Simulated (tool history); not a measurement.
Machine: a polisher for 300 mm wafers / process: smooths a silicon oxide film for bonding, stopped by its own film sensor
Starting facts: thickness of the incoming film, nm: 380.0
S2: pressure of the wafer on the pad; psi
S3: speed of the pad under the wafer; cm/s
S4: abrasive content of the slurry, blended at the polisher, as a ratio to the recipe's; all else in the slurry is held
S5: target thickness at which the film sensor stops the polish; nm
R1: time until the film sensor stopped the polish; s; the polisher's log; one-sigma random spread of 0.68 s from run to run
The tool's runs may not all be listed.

run 1 hour=0.0 | flow_of_slurry_(ml/min)=315 S2=2.6 S3=70 S4=1.0 S5=343 | R1=55.882
run 2 hour=8.3 | flow_of_slurry_(ml/min)=245 S2=2.6 S3=70 S4=1.0 S5=343 | R1=55.901
run 3 hour=11.1 | flow_of_slurry_(ml/min)=245 S2=2.7 S3=70 S4=1.0 S5=343 | R1=56.367
run 4 hour=14.1 | flow_of_slurry_(ml/min)=245 S2=2.7 S3=70 S4=1.0 S5=343 | R1=55.839
run 5 hour=15.2 | flow_of_slurry_(ml/min)=245 S2=2.8 S3=70 S4=1.0 S5=343 | R1=54.000
run 6 hour=15.8 | flow_of_slurry_(ml/min)=245 S2=2.9 S3=70 S4=1.0 S5=343 | R1=51.549
run 7 hour=20.8 | flow_of_slurry_(ml/min)=245 S2=3.0 S3=70 S4=1.0 S5=343 | R1=50.338

Run 8 has not been measured yet. What should we expect?
run 8 hour=22.8 | flow_of_slurry_(ml/min)=245 S2=3.1 S3=70 S4=1.0 S5=343 | R1=?

{"run 8": {"R1": 48.87}}
